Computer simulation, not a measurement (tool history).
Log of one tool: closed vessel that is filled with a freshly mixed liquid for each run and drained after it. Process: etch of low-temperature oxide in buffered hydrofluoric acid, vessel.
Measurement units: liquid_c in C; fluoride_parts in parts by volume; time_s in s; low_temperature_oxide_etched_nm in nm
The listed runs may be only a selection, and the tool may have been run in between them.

run	hour	liquid_c	fluoride_parts	time_s	low_temperature_oxide_etched_nm
1	0	22	14.5	95	225.62
2	8.9	24	14.5	95	254.3
3	13.2	24	14.5	95	255.61
4	15.4	24.5	14.5	95	260.06
5	22.3	25	14.5	95	267.19
6	28.7	25.5	14.5	95	275.37
7	30.9	26	14.5	95	282.71
8	37.8	27	14.5	95	296.64

What does the tool deliver on the next run?
9	41.7	28	14.5	95	?

low_temperature_oxide_etched_nm: 315.61 nm
